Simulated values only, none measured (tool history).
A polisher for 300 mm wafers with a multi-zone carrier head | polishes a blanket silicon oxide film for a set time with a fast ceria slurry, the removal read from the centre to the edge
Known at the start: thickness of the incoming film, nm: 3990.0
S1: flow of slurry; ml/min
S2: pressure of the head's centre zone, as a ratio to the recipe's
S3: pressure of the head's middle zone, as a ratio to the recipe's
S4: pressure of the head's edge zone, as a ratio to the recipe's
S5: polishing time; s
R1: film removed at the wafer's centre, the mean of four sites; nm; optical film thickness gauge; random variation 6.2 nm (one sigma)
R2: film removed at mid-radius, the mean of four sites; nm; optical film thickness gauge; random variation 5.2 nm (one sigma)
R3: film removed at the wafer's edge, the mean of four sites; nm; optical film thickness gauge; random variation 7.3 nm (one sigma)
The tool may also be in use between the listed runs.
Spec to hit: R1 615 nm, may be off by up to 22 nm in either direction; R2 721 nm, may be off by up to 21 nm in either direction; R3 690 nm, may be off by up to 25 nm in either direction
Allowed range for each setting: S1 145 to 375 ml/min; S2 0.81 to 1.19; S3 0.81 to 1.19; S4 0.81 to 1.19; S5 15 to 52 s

| run | hour | S1 | S2 | S3 | S4 | S5 | R1 | R2 | R3 |
|---|---|---|---|---|---|---|---|---|---|
| 1 | 0 | 240 | 1 | 1 | 1 | 33 | 535.71 | 546.02 | 527.21 |
| 2 | 0.8 | 240 | 0.97 | 1 | 1 | 33 | 518.24 | 548.1 | 530.57 |
| 3 | 2.6 | 240 | 0.97 | 1 | 1 | 41 | 654.67 | 674.16 | 681.12 |
| 4 | 5 | 240 | 0.97 | 1.08 | 1 | 41 | 641.98 | 716.52 | 660.54 |
| 5 | 6 | 240 | 0.97 | 1.08 | 0.96 | 41 | 642.02 | 724.98 | 670.41 |
| 6 | 11.4 | 240 | 0.96 | 1.08 | 0.96 | 41 | 645.46 | 720.36 | 646.41 |
| 7 | 20 | 240 | 0.95 | 1.08 | 0.97 | 41 | 632.76 | 722.23 | 650.45 |
| 8 | 21.2 | 240 | 0.94 | 1.08 | 0.98 | 41 | 630.96 | 726.84 | 662.78 |
| 9 | 30.2 | 240 | 0.93 | 1.08 | 0.99 | 41 | 628.55 | 719.04 | 662.49 |

Which one of the following 4 next-run settings gets every result inside its allowed miss? There is exactly one.
| A | 39.2 | 240 | 0.96 | 1.01 | 1.04 | 43 | ? | ? | ? |
| B | 39.2 | 260 | 1.07 | 1.14 | 1.1 | 37 | ? | ? | ? |
| C | 39.2 | 205 | 0.91 | 1.07 | 1.07 | 42 | ? | ? | ? |
| D | 39.2 | 245 | 0.91 | 1.09 | 0.86 | 41 | ? | ? | ? |

| move | R1 | R2 | R3 |
|---|---|---|---|
| A | 659.9 | 711.07 | 711.78 |
| B | 639.99 | 683.81 | 630.92 |
| C | 598.6 | 716.25 | 693.82 |
| D | 598 | 725.4 | 627.4 |
A: the furthest-off result lands on target, but another misses its tolerance
B: further off than the last run
C: all results land within tolerance of their targets
D: further off than the last run
The right move is C.
